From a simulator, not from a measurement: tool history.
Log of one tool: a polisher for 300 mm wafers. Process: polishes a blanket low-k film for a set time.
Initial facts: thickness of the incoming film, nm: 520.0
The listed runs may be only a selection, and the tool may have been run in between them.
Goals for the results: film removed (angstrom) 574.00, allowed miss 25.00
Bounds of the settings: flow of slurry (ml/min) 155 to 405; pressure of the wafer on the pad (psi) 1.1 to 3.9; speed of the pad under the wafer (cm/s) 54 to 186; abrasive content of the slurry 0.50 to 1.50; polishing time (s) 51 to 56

run	hour	flow of slurry (ml/min)	pressure of the wafer on the pad (psi)	speed of the pad under the wafer (cm/s)	abrasive content of the slurry	polishing time (s)	film removed (angstrom)
1	0.0	260	2.5	118	1.00	56	363.67
2	5.4	260	2.5	118	1.00	51	334.54
3	12.8	260	2.7	118	1.00	51	372.22
4	21.4	260	2.7	118	0.85	51	352.62
5	27.4	260	2.7	118	0.85	56	377.44
6	30.4	260	2.9	118	0.85	56	411.81
7	33.7	260	3.0	118	0.85	56	426.27
8	36.2	260	3.1	118	0.85	56	430.38
9	43.2	260	3.8	122	0.85	56	548.45

5 next moves are on the table. One of them brings every result within its allowed miss. Which?
A	50.2	185	3.7	148	0.75	51	?
B	50.2	215	3.6	136	0.95	51	?
C	50.2	175	3.6	130	1.15	56	?
D	50.2	315	3.9	102	1.15	55	?
E	50.2	290	3.8	122	0.80	51	?

move	film removed (angstrom)
A	521.52
B	524.28
C	570.82
D	539.50
E	497.00
A: further off than the last run
B: further off than the last run
C: all results land within tolerance of their targets
D: further off than the last run
E: further off than the last run
C meets every target.
